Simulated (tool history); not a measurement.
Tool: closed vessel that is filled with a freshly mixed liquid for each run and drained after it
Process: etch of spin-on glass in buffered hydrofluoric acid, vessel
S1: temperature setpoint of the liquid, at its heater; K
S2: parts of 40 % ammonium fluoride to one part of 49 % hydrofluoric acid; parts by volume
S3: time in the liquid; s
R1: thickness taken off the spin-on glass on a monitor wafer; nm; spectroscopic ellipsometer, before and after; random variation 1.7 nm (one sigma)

run,hour,S1,S2,S3,R1
1,0,296.15,13.5,95,290.95
2,8.7,296.15,13.5,100,306.61
3,15.4,296.15,12,100,346.71
4,21,296.15,12,100,342.24
5,26.6,296.15,13.5,100,306.48
6,33.8,296.15,13.5,100,303.1
# hour 40.3: hydrofluoric acid flow meter replaced
7,40.3,295.65,13.5,100,316.98

Run 8 comes next. What will it give?
8,44.2,295.65,14,100,?

Run 8 gave R1 302.89 nm.

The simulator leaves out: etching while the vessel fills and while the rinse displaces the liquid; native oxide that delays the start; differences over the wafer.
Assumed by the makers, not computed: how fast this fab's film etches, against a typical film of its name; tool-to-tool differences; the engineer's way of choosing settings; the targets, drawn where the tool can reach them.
